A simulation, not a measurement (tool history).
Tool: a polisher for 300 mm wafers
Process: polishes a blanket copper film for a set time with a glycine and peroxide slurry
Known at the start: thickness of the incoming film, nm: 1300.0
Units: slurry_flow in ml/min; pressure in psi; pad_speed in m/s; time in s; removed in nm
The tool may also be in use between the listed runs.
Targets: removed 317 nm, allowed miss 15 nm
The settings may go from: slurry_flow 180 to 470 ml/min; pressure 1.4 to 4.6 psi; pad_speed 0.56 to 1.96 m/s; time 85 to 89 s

run,hour,slurry_flow,pressure,pad_speed,time,removed
1,0,300,3,1.26,85,541.17
2,1.7,300,3,1.02,85,462.13
3,4.7,265,3,1.02,85,453.87
4,9.8,265,3,1.16,85,513.31
5,13.4,265,2.8,1.16,85,474.83
6,15.1,265,2.8,1.16,85,473.36
7,16.1,265,2.7,1.16,85,446.89
8,24.8,265,1.9,1.12,85,333.97

4 next moves are on the table. One of them brings every result within its allowed miss. Which?
A,33.5,205,1.6,1.1,85,?
B,33.5,265,2.1,1.08,89,?
C,33.5,210,1.8,1.04,85,?
D,33.5,260,1.8,1.1,86,?

move,removed
A,282.2
B,369.84
C,296.02
D,321.58
A: takes the result that was furthest off past its target
B: further off than the last run
C: takes the result that was furthest off past its target
D: meets every target
Answer: D
